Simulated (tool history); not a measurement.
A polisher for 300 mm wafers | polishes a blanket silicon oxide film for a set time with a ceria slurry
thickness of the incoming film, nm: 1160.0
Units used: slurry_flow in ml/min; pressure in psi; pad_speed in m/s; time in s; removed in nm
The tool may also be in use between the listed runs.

{"run": 1, "hour": 0.0, "slurry_flow": 125, "pressure": 2.8, "pad_speed": 1.34, "time": 60, "removed": 265.55}
{"run": 2, "hour": 6.9, "slurry_flow": 110, "pressure": 2.3, "pad_speed": 1.1, "time": 60, "removed": 174.21}
{"run": 3, "hour": 9.7, "slurry_flow": 105, "pressure": 2, "pad_speed": 0.96, "time": 60, "removed": 132.67}
{"run": 4, "hour": 11.2, "slurry_flow": 100, "pressure": 1.8, "pad_speed": 0.88, "time": 60, "removed": 108.2}
{"run": 5, "hour": 16.8, "slurry_flow": 95, "pressure": 1.6, "pad_speed": 0.86, "time": 60, "removed": 93.356}
{"run": 6, "hour": 22.1, "slurry_flow": 95, "pressure": 1.6, "pad_speed": 0.6, "time": 60, "removed": 66.414}
{"run": 7, "hour": 23.8, "slurry_flow": 130, "pressure": 2, "pad_speed": 0.6, "time": 60, "removed": 88.813}
{"run": 8, "hour": 28.2, "slurry_flow": 120, "pressure": 2, "pad_speed": 0.6, "time": 60, "removed": 86.888}
{"run": 9, "hour": 32.0, "slurry_flow": 115, "pressure": 2, "pad_speed": 0.6, "time": 60, "removed": 86.043}

Forecast run 10:
{"run": 10, "hour": 39.8, "slurry_flow": 110, "pressure": 2, "pad_speed": 0.6, "time": 60, "removed": "?"}

removed: 85.223 nm

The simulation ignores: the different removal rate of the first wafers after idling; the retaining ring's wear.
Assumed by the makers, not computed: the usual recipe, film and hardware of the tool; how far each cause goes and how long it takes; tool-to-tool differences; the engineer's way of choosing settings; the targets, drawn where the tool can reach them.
